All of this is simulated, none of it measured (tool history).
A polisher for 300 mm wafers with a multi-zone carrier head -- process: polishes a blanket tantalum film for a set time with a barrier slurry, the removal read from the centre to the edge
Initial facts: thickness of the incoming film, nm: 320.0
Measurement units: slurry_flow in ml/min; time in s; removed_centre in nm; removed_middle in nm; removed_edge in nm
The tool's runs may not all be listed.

run	hour	slurry_flow	centre_zone	middle_zone	edge_zone	slurry_solids	time	removed_centre	removed_middle	removed_edge
1	0	130	1	1	1	1	56	94.533	94.137	96.017
2	2.8	125	1.01	0.98	0.98	1	56	94.691	90.787	96.528
3	8.1	125	1.03	0.98	0.97	0.95	56	95.954	90.123	93.494
4	16.7	125	1.03	0.98	0.97	0.95	47	79.183	75.495	79.307
5	22.1	130	1.04	0.97	0.97	0.95	47	80.707	74.924	78.883
6	26.6	130	1.04	0.97	0.91	0.95	47	80.431	75.208	76.35
7	35.2	135	1.05	0.96	0.92	0.95	47	82.807	74.777	76.999
8	41.9	140	1.06	0.95	0.93	0.95	47	83.579	75.672	78.197
9	48.6	140	1.07	0.94	0.93	0.95	47	82.898	74.885	78.871

What will run 10 give?
10	51.4	140	1.09	0.93	0.92	0.95	47	?	?	?

For run 10 the tool returned removed_centre 86.729 nm, removed_middle 72.77 nm, removed_edge 79.363 nm.
